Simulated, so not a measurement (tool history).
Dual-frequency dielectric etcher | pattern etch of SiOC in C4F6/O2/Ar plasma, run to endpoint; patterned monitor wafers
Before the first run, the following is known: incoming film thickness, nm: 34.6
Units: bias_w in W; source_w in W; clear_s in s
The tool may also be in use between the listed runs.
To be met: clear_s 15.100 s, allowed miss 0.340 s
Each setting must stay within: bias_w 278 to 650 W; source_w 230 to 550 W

run  hour  bias_w  source_w  clear_s
  1   0.0     464       390   11.464
  2   1.2     415       350   12.361
  3   6.6     387       350   12.667
  4   7.5     458       350   11.854
  5  15.1     458       380   11.549
  6  22.8     458       410   11.363
  7  27.3     408       360   12.452
  8  33.6     372       340   12.922
  9  38.2     346       310   13.915
 10  45.1     329       300   14.247
 11  50.5     317       300   14.579
 12  56.4     281       290   15.562

Which of these 4 next moves meets every target?
  A  62.3     292       230        ?
  B  62.3     288       260        ?
  C  62.3     306       280        ?
  D  62.3     305       330        ?

move  clear_s
   A   16.257
   B   15.801
   C   15.049
   D   14.353
A: the biggest miss grows against the last run
B: the biggest miss grows against the last run
C: every result within its allowed miss
D: carries the result that was furthest off beyond its target, to the other side
C meets every target.
